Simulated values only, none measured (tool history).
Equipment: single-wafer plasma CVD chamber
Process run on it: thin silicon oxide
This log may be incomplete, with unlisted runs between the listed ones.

run,hour,heater temperature setpoint (°C),chamber pressure (Torr),RF power (W),deposition time (s),mean film thickness on the monitor wafer (Å)
1,0,385,0.916,270,5.87,122.6
2,7.4,385,0.916,290,5.87,125.04
3,14.9,377,0.916,290,5.87,124.98
4,17.6,377,0.916,330,5.87,131.72
5,18.1,377,0.916,345,5.87,134.01
6,20.6,377,0.952,345,5.87,136.46
7,21.7,377,0.99,345,5.87,140.32

Expected results for the next run?
# hour 23.3: thermocouple changed; heater temperature recalibrated
8,23.3,377,1.019,345,5.87,?

mean film thickness on the monitor wafer (Å): 142.45
